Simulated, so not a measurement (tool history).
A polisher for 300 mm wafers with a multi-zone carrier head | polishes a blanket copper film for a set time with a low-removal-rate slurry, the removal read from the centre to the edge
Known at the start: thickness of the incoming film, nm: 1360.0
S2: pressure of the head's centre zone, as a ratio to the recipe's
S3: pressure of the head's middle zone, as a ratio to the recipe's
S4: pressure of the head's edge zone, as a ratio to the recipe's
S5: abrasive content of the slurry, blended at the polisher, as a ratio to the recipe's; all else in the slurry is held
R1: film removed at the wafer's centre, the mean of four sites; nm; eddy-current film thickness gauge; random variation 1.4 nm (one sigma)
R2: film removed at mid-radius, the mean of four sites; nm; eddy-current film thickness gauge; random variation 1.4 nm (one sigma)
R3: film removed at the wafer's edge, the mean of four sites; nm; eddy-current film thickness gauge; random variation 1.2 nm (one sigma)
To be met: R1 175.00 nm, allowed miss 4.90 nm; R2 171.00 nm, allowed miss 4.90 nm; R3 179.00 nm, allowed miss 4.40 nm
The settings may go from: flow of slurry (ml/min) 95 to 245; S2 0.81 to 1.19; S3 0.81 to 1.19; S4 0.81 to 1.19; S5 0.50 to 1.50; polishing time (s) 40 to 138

run 1 day=0.000 | flow_of_slurry_(ml/min)=155 S2=1.00 S3=1.00 S4=1.00 S5=1.00 polishing_time_(s)=88 | R1=275.56 R2=277.21 R3=278.54
run 2 day=0.112 | flow_of_slurry_(ml/min)=150 S2=0.99 S3=0.98 S4=0.98 S5=0.95 polishing_time_(s)=85 | R1=258.67 R2=264.32 R3=260.94
run 3 day=0.262 | flow_of_slurry_(ml/min)=150 S2=0.99 S3=0.98 S4=0.98 S5=1.05 polishing_time_(s)=85 | R1=263.58 R2=264.50 R3=267.49
run 4 day=0.596 | flow_of_slurry_(ml/min)=145 S2=0.99 S3=0.96 S4=0.97 S5=1.00 polishing_time_(s)=82 | R1=253.69 R2=253.45 R3=254.15
run 5 day=0.725 | flow_of_slurry_(ml/min)=145 S2=0.99 S3=0.96 S4=0.97 S5=0.90 polishing_time_(s)=82 | R1=246.73 R2=250.39 R3=249.78
run 6 day=0.929 | flow_of_slurry_(ml/min)=115 S2=0.99 S3=0.96 S4=0.97 S5=0.90 polishing_time_(s)=82 | R1=236.83 R2=241.93 R3=244.05
run 7 day=1.062 | flow_of_slurry_(ml/min)=115 S2=0.99 S3=0.94 S4=0.97 S5=0.85 polishing_time_(s)=79 | R1=225.64 R2=220.10 R3=233.60
run 8 day=1.129 | flow_of_slurry_(ml/min)=115 S2=0.98 S3=0.93 S4=0.95 S5=0.80 polishing_time_(s)=77 | R1=217.36 R2=211.06 R3=222.32
run 9 day=1.167 | flow_of_slurry_(ml/min)=115 S2=0.97 S3=0.92 S4=0.93 S5=0.75 polishing_time_(s)=76 | R1=207.97 R2=205.36 R3=212.75
run 10 day=1.488 | flow_of_slurry_(ml/min)=115 S2=0.96 S3=0.91 S4=0.92 S5=0.70 polishing_time_(s)=76 | R1=204.29 R2=203.36 R3=210.82
run 11 day=1.579 | flow_of_slurry_(ml/min)=115 S2=0.95 S3=0.90 S4=0.91 S5=0.65 polishing_time_(s)=75 | R1=197.04 R2=195.51 R3=206.10
run 12 day=1.833 | flow_of_slurry_(ml/min)=115 S2=0.95 S3=0.89 S4=0.90 S5=0.65 polishing_time_(s)=74 | R1=197.91 R2=190.71 R3=199.21
run 13 day=1.933 | flow_of_slurry_(ml/min)=115 S2=0.94 S3=0.88 S4=0.89 S5=0.65 polishing_time_(s)=74 | R1=194.87 R2=191.76 R3=199.73
run 14 day=2.242 | flow_of_slurry_(ml/min)=115 S2=0.94 S3=0.87 S4=0.88 S5=0.65 polishing_time_(s)=74 | R1=192.76 R2=191.92 R3=198.70
run 15 day=2.321 | flow_of_slurry_(ml/min)=115 S2=0.94 S3=0.86 S4=0.87 S5=0.65 polishing_time_(s)=74 | R1=193.15 R2=191.25 R3=199.26
run 16 day=2.621 | flow_of_slurry_(ml/min)=115 S2=0.94 S3=0.86 S4=0.86 S5=0.65 polishing_time_(s)=73 | R1=191.74 R2=187.45 R3=193.07
run 17 day=2.700 | flow_of_slurry_(ml/min)=115 S2=0.94 S3=0.85 S4=0.85 S5=0.65 polishing_time_(s)=73 | R1=191.58 R2=188.85 R3=194.04
run 18 day=2.921 | flow_of_slurry_(ml/min)=110 S2=0.93 S3=0.83 S4=0.84 S5=0.55 polishing_time_(s)=72 | R1=180.83 R2=174.10 R3=183.69

Which of these 4 next moves meets every target?
run A day=3.142 | flow_of_slurry_(ml/min)=125 S2=0.91 S3=0.82 S4=0.83 S5=0.60 polishing_time_(s)=69 | R1=? R2=? R3=?
run B day=3.142 | flow_of_slurry_(ml/min)=110 S2=0.87 S3=0.83 S4=0.81 S5=0.50 polishing_time_(s)=75 | R1=? R2=? R3=?
run C day=3.142 | flow_of_slurry_(ml/min)=125 S2=0.97 S3=0.90 S4=0.90 S5=0.55 polishing_time_(s)=70 | R1=? R2=? R3=?
run D day=3.142 | flow_of_slurry_(ml/min)=135 S2=0.97 S3=0.88 S4=0.95 S5=0.65 polishing_time_(s)=66 | R1=? R2=? R3=?

move=A R1=178.61 R2=175.83 R3=180.45
move=B R1=177.79 R2=183.10 R3=185.87
move=C R1=188.17 R2=185.77 R3=187.27
move=D R1=184.68 R2=179.62 R3=187.48
A: meets every target
B: brings the result that was furthest off to its target, and leaves another outside
C: further off than the last run
D: further off than the last run
Move A is the one to make.
